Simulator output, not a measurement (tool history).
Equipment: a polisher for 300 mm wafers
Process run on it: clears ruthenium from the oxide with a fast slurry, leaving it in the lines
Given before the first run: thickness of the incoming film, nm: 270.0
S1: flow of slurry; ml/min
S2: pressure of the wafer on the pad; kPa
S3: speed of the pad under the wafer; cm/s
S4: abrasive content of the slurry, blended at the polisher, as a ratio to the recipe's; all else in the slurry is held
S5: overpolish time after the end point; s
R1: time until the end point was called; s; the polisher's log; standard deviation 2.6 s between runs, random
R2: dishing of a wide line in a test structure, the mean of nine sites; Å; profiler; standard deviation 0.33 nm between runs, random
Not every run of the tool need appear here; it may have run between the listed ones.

{"run": 1, "hour": 0.0, "S1": 175, "S2": 20.7, "S3": 84, "S4": 1, "S5": 13, "R1": 80.211, "R2": 238.2}
{"run": 2, "hour": 7.2, "S1": 175, "S2": 18.6, "S3": 82, "S4": 1, "S5": 14, "R1": 91.108, "R2": 229.43}
{"run": 3, "hour": 11.2, "S1": 175, "S2": 18.6, "S3": 82, "S4": 1, "S5": 17, "R1": 94.153, "R2": 254.19}
{"run": 4, "hour": 12.5, "S1": 175, "S2": 23.4, "S3": 82, "S4": 1, "S5": 17, "R1": 70.68, "R2": 312.71}
{"run": 5, "hour": 14.2, "S1": 175, "S2": 20.7, "S3": 80, "S4": 1, "S5": 17, "R1": 85.12, "R2": 275.78}
{"run": 6, "hour": 22.6, "S1": 175, "S2": 18.6, "S3": 80, "S4": 1, "S5": 17, "R1": 91.587, "R2": 257.75}
{"run": 7, "hour": 28.1, "S1": 175, "S2": 16.5, "S3": 78, "S4": 1, "S5": 17, "R1": 105.81, "R2": 237.06}
{"run": 8, "hour": 29.0, "S1": 175, "S2": 15.2, "S3": 78, "S4": 1, "S5": 17, "R1": 114.78, "R2": 224.85}

Run 9 has not been measured yet. What should we expect?
{"run": 9, "hour": 32.7, "S1": 175, "S2": 15.2, "S3": 78, "S4": 1, "S5": 17, "R1": "?", "R2": "?"}

{"run 9": {"R1": 111, "R2": 223.04}}

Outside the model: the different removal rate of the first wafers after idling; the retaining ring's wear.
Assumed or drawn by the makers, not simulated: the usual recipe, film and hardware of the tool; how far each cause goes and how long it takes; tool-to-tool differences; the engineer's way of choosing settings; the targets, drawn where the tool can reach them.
